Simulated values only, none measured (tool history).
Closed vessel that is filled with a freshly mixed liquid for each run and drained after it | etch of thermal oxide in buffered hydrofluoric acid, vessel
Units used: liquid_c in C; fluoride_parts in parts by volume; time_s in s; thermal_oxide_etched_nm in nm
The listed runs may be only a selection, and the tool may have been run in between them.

{"run": 1, "hour": 0.0, "liquid_c": 21.0, "fluoride_parts": 18.5, "time_s": 105, "thermal_oxide_etched_nm": 62.178}
{"run": 2, "hour": 1.4, "liquid_c": 21.0, "fluoride_parts": 22.0, "time_s": 105, "thermal_oxide_etched_nm": 55.969}
{"run": 3, "hour": 7.6, "liquid_c": 21.0, "fluoride_parts": 22.0, "time_s": 105, "thermal_oxide_etched_nm": 55.271}
{"run": 4, "hour": 9.9, "liquid_c": 21.0, "fluoride_parts": 18.0, "time_s": 105, "thermal_oxide_etched_nm": 65.776}
{"run": 5, "hour": 15.9, "liquid_c": 20.5, "fluoride_parts": 18.5, "time_s": 105, "thermal_oxide_etched_nm": 61.431}
{"run": 6, "hour": 20.0, "liquid_c": 20.0, "fluoride_parts": 19.0, "time_s": 105, "thermal_oxide_etched_nm": 58.389}

Forecast run 7:
{"run": 7, "hour": 25.3, "liquid_c": 19.5, "fluoride_parts": 19.0, "time_s": 105, "thermal_oxide_etched_nm": "?"}

thermal_oxide_etched_nm: 55.949 nm

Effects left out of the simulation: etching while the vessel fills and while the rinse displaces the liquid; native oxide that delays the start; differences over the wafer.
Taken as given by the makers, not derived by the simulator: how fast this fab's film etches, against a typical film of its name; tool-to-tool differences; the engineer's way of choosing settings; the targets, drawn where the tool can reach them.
